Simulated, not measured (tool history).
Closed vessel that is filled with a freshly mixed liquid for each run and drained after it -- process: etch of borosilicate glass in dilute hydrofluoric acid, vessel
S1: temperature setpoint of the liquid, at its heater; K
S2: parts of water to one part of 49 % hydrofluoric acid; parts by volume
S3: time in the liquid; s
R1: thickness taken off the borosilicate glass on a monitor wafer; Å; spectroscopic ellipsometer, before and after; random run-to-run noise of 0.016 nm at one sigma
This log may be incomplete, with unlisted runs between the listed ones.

run 1 hour=0 | S1=297.15 S2=225 S3=35 | R1=61.395
run 2 hour=4.9 | S1=297.15 S2=275 S3=35 | R1=47.963
run 3 hour=12.2 | S1=295.65 S2=280 S3=35 | R1=44.453
run 4 hour=13.3 | S1=294.65 S2=285 S3=35 | R1=42.01
run 5 hour=16.3 | S1=294.65 S2=285 S3=35 | R1=41.861
run 6 hour=21.4 | S1=298.15 S2=285 S3=35 | R1=47.448

Run 7 comes next. What will it give?
run 7 hour=26 | S1=296.65 S2=285 S3=35 | R1=?

Run 7 measured R1 45.068 Å.

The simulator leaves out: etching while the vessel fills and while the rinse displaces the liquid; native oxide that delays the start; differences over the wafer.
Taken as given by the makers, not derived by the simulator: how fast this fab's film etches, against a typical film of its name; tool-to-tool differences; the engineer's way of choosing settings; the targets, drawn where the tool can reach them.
